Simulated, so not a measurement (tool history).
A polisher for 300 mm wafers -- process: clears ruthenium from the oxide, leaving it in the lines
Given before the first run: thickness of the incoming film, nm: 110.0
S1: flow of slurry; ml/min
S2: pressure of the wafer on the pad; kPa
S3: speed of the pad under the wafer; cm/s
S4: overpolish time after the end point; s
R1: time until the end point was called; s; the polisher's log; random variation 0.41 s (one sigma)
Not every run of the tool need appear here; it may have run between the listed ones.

| run | hour | S1 | S2 | S3 | S4 | R1 |
|---|---|---|---|---|---|---|
| 1 | 0 | 250 | 17.9 | 114 | 46 | 62.328 |
| 2 | 5.2 | 285 | 17.9 | 114 | 46 | 61.055 |
| 3 | 12.2 | 290 | 18.6 | 114 | 46 | 58.607 |
| 4 | 13.5 | 295 | 19.3 | 114 | 46 | 56.399 |
| 5 | 20.5 | 300 | 20 | 114 | 46 | 55.656 |
| 6 | 22.6 | 300 | 20 | 114 | 50 | 54.647 |
| 7 | 27 | 305 | 21.4 | 114 | 50 | 51.961 |

The next listed run, before its measurement:
| 8 | 35.9 | 310 | 21.4 | 114 | 50 | ? |

{"run 8": {"R1": 51.094}}
